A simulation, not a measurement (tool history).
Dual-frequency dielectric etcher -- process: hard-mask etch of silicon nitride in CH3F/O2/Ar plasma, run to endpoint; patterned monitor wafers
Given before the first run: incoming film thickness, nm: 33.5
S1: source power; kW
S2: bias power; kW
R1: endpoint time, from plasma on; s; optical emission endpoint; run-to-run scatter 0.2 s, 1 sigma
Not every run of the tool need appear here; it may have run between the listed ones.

run	day	S1	S2	R1
1	0.000	0.540	0.062	42.168
2	0.079	0.620	0.062	39.865
3	0.254	0.540	0.062	41.803
4	0.621	0.540	0.072	39.687
5	0.967	0.540	0.080	38.496
6	1.250	0.520	0.079	39.201
7	1.538	0.410	0.068	44.175
8	1.783	0.400	0.068	44.809

Predict the results of run 9:
9	1.821	0.390	0.068	?

R1: 45.342 s
